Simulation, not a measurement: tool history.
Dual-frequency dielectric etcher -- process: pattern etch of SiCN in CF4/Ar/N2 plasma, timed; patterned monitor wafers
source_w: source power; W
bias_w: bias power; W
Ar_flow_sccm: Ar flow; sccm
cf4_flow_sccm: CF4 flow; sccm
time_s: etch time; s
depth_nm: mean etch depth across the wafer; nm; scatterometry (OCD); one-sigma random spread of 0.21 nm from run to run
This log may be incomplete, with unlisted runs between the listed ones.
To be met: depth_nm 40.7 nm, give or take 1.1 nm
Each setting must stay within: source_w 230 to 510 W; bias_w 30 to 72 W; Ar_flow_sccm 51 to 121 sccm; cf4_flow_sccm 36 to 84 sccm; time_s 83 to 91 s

run  hour  source_w  bias_w  Ar_flow_sccm  cf4_flow_sccm  time_s  depth_nm
  1     0       370      51            86             60      91    52.597
  2   5.1       340      51            86             60      91    49.169
  3   7.5       340      57            86             60      91    50.507
  4  13.9       340      57            86             60      83    45.622
  5  14.6       340      57            79             60      83    45.947
  6  16.8       360      57            79             60      83    48.395
     21.8  -- source power generator calibrated
  7  21.8       350      57            79             60      83    49.237
  8  24.1       280      53            81             59      83    39.547

5 next moves are on the table. One of them brings every result within its allowed miss. Which?
  A  26.4       230      56            91             74    88.5         ?
  B  26.4       270      51            90             60      90         ?
  C  26.4       270      53            76             55      83         ?
  D  26.4       280      51            81             56      83         ?
  E  26.4       260      54            62             49    84.5         ?

move  depth_nm
   A    36.728
   B     40.61
   C    38.054
   D    38.714
   E     37.92
A: moves away from the targets compared with the last run
B: all results in spec
C: moves away from the targets compared with the last run
D: moves away from the targets compared with the last run
E: moves away from the targets compared with the last run
B is the move that brings every result within its allowed miss.

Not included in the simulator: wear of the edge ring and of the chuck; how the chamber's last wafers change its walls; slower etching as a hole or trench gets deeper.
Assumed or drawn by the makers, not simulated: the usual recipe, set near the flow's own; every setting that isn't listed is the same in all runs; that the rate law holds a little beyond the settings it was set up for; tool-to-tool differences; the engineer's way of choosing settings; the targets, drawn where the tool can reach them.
